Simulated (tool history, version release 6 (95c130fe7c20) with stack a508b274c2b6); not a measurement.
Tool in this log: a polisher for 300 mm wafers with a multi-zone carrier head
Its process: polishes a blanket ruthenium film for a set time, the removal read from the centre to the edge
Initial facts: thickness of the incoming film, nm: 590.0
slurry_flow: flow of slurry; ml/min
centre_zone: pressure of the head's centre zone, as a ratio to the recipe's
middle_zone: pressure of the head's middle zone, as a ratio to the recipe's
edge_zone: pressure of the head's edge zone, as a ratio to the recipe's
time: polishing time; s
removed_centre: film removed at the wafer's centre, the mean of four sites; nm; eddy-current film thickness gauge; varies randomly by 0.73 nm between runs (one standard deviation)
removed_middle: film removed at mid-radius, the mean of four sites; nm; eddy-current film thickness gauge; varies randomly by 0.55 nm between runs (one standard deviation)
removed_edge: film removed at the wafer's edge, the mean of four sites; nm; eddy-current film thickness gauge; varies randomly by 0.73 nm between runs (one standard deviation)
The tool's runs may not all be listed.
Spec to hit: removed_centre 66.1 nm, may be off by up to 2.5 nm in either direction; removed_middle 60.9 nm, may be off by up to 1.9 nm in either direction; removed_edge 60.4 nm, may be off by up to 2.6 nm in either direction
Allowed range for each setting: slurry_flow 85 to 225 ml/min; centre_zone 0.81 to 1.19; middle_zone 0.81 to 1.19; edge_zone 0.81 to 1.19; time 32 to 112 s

run 1 day=0 | slurry_flow=145 centre_zone=1 middle_zone=1 edge_zone=1 time=72 | removed_centre=71.713 removed_middle=72.635 removed_edge=69.299
run 2 day=0.271 | slurry_flow=145 centre_zone=1 middle_zone=1 edge_zone=1 time=86 | removed_centre=87.239 removed_middle=86.159 removed_edge=83.746
run 3 day=0.483 | slurry_flow=140 centre_zone=1 middle_zone=0.97 edge_zone=0.96 time=81 | removed_centre=78.938 removed_middle=76.391 removed_edge=76.92
run 4 day=0.512 | slurry_flow=140 centre_zone=1 middle_zone=0.97 edge_zone=0.88 time=81 | removed_centre=80.093 removed_middle=78.334 removed_edge=75.276
run 5 day=0.858 | slurry_flow=140 centre_zone=1 middle_zone=0.94 edge_zone=0.88 time=81 | removed_centre=79.206 removed_middle=75.653 removed_edge=73.689
run 6 day=1.042 | slurry_flow=140 centre_zone=1 middle_zone=0.94 edge_zone=0.88 time=87 | removed_centre=85.458 removed_middle=83.238 removed_edge=78.375
run 7 day=1.121 | slurry_flow=140 centre_zone=0.99 middle_zone=0.91 edge_zone=0.86 time=82 | removed_centre=78.839 removed_middle=74.107 removed_edge=74.305
run 8 day=1.483 | slurry_flow=135 centre_zone=1 middle_zone=0.91 edge_zone=0.84 time=78 | removed_centre=76.906 removed_middle=70.832 removed_edge=68.878
run 9 day=1.838 | slurry_flow=125 centre_zone=0.99 middle_zone=0.9 edge_zone=0.83 time=76 | removed_centre=71.429 removed_middle=66.693 removed_edge=65.862
run 10 day=2.033 | slurry_flow=100 centre_zone=1.02 middle_zone=0.9 edge_zone=0.81 time=71 | removed_centre=63.464 removed_middle=59.308 removed_edge=59.029

Consider the 4 candidate settings below. Which is the only one whose results all fall within their allowed miss of target?
run A day=2.229 | slurry_flow=115 centre_zone=1.03 middle_zone=0.9 edge_zone=0.82 time=70 | removed_centre=? removed_middle=? removed_edge=?
run B day=2.229 | slurry_flow=90 centre_zone=0.96 middle_zone=0.84 edge_zone=0.91 time=73 | removed_centre=? removed_middle=? removed_edge=?
run C day=2.229 | slurry_flow=150 centre_zone=0.95 middle_zone=0.91 edge_zone=0.84 time=64 | removed_centre=? removed_middle=? removed_edge=?
run D day=2.229 | slurry_flow=95 centre_zone=1.02 middle_zone=0.96 edge_zone=0.86 time=68 | removed_centre=? removed_middle=? removed_edge=?

move=A removed_centre=67.126 removed_middle=60.306 removed_edge=60.58
move=B removed_centre=59.504 removed_middle=54.935 removed_edge=62.847
move=C removed_centre=60.823 removed_middle=59.314 removed_edge=58.534
move=D removed_centre=60.317 removed_middle=58.268 removed_edge=57.695
A: hits every target within its allowed miss
B: the biggest miss grows against the last run
C: the biggest miss grows against the last run
D: the biggest miss grows against the last run
The move that meets every target is A.

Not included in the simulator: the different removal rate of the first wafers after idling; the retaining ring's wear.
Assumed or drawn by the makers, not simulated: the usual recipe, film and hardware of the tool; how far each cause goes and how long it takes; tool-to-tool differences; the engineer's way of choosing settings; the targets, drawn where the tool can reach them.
